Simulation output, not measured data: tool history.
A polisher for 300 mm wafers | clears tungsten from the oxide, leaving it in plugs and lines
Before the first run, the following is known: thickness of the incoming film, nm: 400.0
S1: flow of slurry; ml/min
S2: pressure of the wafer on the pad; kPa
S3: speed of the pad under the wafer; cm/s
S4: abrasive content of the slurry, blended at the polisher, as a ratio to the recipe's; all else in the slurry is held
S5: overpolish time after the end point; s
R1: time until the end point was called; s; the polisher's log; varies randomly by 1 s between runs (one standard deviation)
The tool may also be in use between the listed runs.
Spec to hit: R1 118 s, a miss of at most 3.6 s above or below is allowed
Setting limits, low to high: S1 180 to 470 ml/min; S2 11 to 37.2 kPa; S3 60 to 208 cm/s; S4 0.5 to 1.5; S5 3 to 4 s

run 1 hour=0 | S1=300 S2=24.1 S3=134 S4=1 S5=4 | R1=62.953
run 2 hour=5.7 | S1=300 S2=24.1 S3=134 S4=1 S5=4 | R1=62.374
run 3 hour=8.3 | S1=300 S2=24.1 S3=134 S4=1.2 S5=4 | R1=60.385
run 4 hour=16.9 | S1=300 S2=24.1 S3=134 S4=1.2 S5=3 | R1=59.833
run 5 hour=25.6 | S1=300 S2=21.4 S3=130 S4=1.2 S5=3 | R1=67.515
run 6 hour=28.9 | S1=300 S2=21.4 S3=130 S4=1.2 S5=4 | R1=68.628
run 7 hour=32.4 | S1=300 S2=19.3 S3=126 S4=1.2 S5=4 | R1=76.754
run 8 hour=39 | S1=300 S2=17.2 S3=122 S4=1.2 S5=4 | R1=88.047
run 9 hour=47.3 | S1=300 S2=15.9 S3=122 S4=1.2 S5=4 | R1=94.469
run 10 hour=52.8 | S1=300 S2=14.5 S3=122 S4=1.2 S5=4 | R1=102.72
run 11 hour=56 | S1=295 S2=11 S3=122 S4=1.2 S5=4 | R1=133.5

Consider the 5 candidate settings below. Which is the only one whose results all fall within their allowed miss of target?
run A hour=59.2 | S1=345 S2=13.8 S3=124 S4=1 S5=4 | R1=?
run B hour=59.2 | S1=250 S2=11 S3=104 S4=1.1 S5=3 | R1=?
run C hour=59.2 | S1=300 S2=13.1 S3=122 S4=1.05 S5=3 | R1=?
run D hour=59.2 | S1=290 S2=11.7 S3=114 S4=1.35 S5=3 | R1=?
run E hour=59.2 | S1=400 S2=12.4 S3=104 S4=1.35 S5=4 | R1=?

move=A R1=113.3
move=B R1=158.3
move=C R1=119.95
move=D R1=129.54
move=E R1=127.17
A: pushes the last run's worst result past its target
B: misses by more than the last run did
C: every result lands within tolerance
D: an improvement on the last run, though not all results are within tolerance
E: an improvement on the last run, though not all results are within tolerance
The move that meets every target is C.
